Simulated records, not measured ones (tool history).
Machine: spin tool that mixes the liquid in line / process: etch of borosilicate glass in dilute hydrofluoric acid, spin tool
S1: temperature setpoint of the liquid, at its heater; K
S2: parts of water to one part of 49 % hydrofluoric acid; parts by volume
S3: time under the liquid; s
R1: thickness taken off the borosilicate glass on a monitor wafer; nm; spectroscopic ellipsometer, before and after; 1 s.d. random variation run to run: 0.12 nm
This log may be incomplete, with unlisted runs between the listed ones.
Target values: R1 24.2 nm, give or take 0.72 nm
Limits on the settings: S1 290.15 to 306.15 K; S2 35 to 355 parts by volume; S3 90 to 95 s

Run 1, hour 0: S1 298.15 K, S2 195 parts by volume, S3 90 s. Result: R1 17.665 nm.
Run 2, hour 8.9: S1 298.15 K, S2 225 parts by volume, S3 90 s. Result: R1 15.071 nm.
Run 3, hour 16.3: S1 298.15 K, S2 225 parts by volume, S3 90 s. Result: R1 14.851 nm.
Run 4, hour 21.9: S1 298.15 K, S2 225 parts by volume, S3 90 s. Result: R1 14.832 nm.
Run 5, hour 30: S1 300.15 K, S2 215 parts by volume, S3 90 s. Result: R1 17.028 nm.
Run 6, hour 32.2: S1 301.65 K, S2 205 parts by volume, S3 90 s. Result: R1 18.818 nm.
Run 7, hour 40.9: S1 305.65 K, S2 180 parts by volume, S3 90 s. Result: R1 25.685 nm.
Run 8, hour 45.1: S1 305.15 K, S2 180 parts by volume, S3 90 s. Result: R1 25.069 nm.

Below are 4 possible settings for the next run. Only one of them brings all results inside the allowed miss of their targets. Which is it?
Run A, hour 49.3: S1 304.65 K, S2 190 parts by volume, S3 95 s. Result: R1 ?.
Run B, hour 49.3: S1 304.65 K, S2 170 parts by volume, S3 90 s. Result: R1 ?.
Run C, hour 49.3: S1 304.15 K, S2 180 parts by volume, S3 95 s. Result: R1 ?.
Run D, hour 49.3: S1 303.15 K, S2 165 parts by volume, S3 90 s. Result: R1 ?.

move      R1
   A  24.629
   B  26.764
   C  25.883
   D  26.329
A: all results land within tolerance of their targets
B: the biggest miss grows against the last run
C: the biggest miss grows against the last run
D: the biggest miss grows against the last run
A meets every target.
